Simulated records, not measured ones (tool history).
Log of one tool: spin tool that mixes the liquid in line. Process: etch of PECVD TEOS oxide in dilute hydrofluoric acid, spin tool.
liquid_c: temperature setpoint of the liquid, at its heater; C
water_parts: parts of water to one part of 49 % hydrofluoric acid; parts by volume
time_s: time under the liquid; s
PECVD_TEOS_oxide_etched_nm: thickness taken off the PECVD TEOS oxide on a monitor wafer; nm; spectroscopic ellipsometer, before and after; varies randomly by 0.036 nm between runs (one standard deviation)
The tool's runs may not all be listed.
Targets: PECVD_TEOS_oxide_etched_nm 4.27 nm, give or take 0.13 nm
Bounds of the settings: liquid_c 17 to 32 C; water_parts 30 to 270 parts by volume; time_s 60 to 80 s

| run | hour | liquid_c | water_parts | time_s | PECVD_TEOS_oxide_etched_nm |
|---|---|---|---|---|---|
| 1 | 0 | 24 | 150 | 80 | 8.3572 |
| 2 | 4.6 | 24 | 150 | 80 | 8.1889 |
| 3 | 6.4 | 24 | 125 | 80 | 10.285 |
| 4 | 11 | 23 | 140 | 80 | 8.4225 |
| 5 | 20 | 22 | 150 | 80 | 7.6882 |
| 6 | 24.1 | 21 | 160 | 80 | 6.9467 |
| 7 | 31.8 | 20.5 | 170 | 80 | 6.245 |
| 8 | 35.9 | 20 | 175 | 80 | 5.9136 |
| 9 | 41.2 | 19.5 | 180 | 80 | 5.5643 |
| 10 | 43.5 | 19 | 185 | 80 | 5.3485 |

Of the 4 settings listed for the next run, only one would bring every result within its allowed miss of target. Which one?
| A | 45.8 | 18.5 | 195 | 65 | ? |
| B | 45.8 | 19.5 | 200 | 70 | ? |
| C | 45.8 | 17 | 195 | 80 | ? |
| D | 45.8 | 19 | 145 | 75 | ? |

| move | PECVD_TEOS_oxide_etched_nm |
|---|---|
| A | 3.9608 |
| B | 4.3039 |
| C | 4.5932 |
| D | 6.5868 |
A: pushes the last run's worst result past its target
B: in spec on every target
C: nearer than the last run, and not there yet
D: its largest miss is bigger than the last run's
The move that meets every target is B.
